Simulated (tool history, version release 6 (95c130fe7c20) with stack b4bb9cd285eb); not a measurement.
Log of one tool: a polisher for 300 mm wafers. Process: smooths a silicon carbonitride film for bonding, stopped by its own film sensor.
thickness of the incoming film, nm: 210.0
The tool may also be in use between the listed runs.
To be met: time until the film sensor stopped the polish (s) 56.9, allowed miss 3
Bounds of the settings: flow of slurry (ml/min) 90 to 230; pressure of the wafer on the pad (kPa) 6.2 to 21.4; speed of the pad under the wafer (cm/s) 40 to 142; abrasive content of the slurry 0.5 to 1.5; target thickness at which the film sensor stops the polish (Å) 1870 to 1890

run    day  flow of slurry (ml/min)  pressure of the wafer on the pad (kPa)  speed of the pad under the wafer (cm/s)  abrasive content of the slurry  target thickness at which the film sensor stops the polish (Å)  time until the film sensor stopped the polish (s)
  1      0                      150                                    13.8                                       90                               1                                                            1870                                             91.463
  2  0.208                      150                                    14.5                                       90                               1                                                            1870                                             86.419
  3  0.362                      150                                    14.5                                       76                               1                                                            1870                                             101.65
  4  0.596                      180                                    14.5                                       76                               1                                                            1870                                             101.16
  5  0.967                      180                                    14.5                                       76                            1.15                                                            1870                                             90.225
  6  1.196                      180                                    15.2                                       76                            1.15                                                            1870                                             85.023
  7  1.562                      180                                    15.9                                       76                            1.15                                                            1870                                             82.244
  8  1.767                      180                                    16.5                                       76                            1.15                                                            1870                                             79.762
  9  1.942                      180                                    16.5                                       76                            1.15                                                            1870                                             79.415
     1.983  -- slurry blender recalibrated
 10  1.983                      180                                    17.2                                       76                            1.15                                                            1870                                             68.499
 11  2.267                      180                                    17.9                                       76                            1.15                                                            1870                                             67.691
 12  2.421                      180                                    19.3                                       76                            1.15                                                            1870                                             62.431
 13  2.771                      180                                      20                                       76                            1.15                                                            1870                                             60.343

5 next moves are on the table. One of them brings every result within its allowed miss. Which?
  A  3.121                      175                                    18.6                                       70                            1.05                                                            1870                                                  ?
  B  3.121                      220                                    18.6                                       80                             1.1                                                            1890                                                  ?
  C  3.121                      190                                      20                                       66                             1.1                                                            1880                                                  ?
  D  3.121                      165                                    20.7                                       74                             1.1                                                            1870                                                  ?
  E  3.121                      195                                    18.6                                       62                             1.3                                                            1880                                                  ?

move  time until the film sensor stopped the polish (s)
   A                                             71.283
   B                                             57.364
   C                                              63.97
   D                                              61.26
   E                                             66.217
A: further off than the last run
B: meets every target
C: further off than the last run
D: further off than the last run
E: further off than the last run
Move B is the one to make.
